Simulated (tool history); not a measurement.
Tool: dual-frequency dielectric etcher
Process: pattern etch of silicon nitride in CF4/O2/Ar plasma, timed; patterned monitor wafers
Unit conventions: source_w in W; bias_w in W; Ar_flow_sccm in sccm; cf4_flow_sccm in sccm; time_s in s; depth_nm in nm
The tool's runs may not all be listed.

run,day,source_w,bias_w,Ar_flow_sccm,cf4_flow_sccm,time_s,depth_nm
1,0.000,730,63,136,93,636.5,1727.6
2,0.238,750,63,136,93,636.5,1751.1
3,0.325,750,57,136,93,636.5,1667.9
4,0.512,750,57,136,84,636.5,1633.0
5,0.846,750,57,136,68,636.5,1557.9
6,0.933,750,57,115,68,636.5,1619.6
7,1.092,780,57,115,68,636.5,1660.3
8,1.300,800,57,115,68,636.5,1704.2
9,1.538,820,57,115,68,636.5,1702.3
10,1.642,850,57,115,68,636.5,1755.0

Predict the results of run 11:
11,2.008,850,57,115,68,636.5,?

{"run 11": {"depth_nm": 1778.7}}
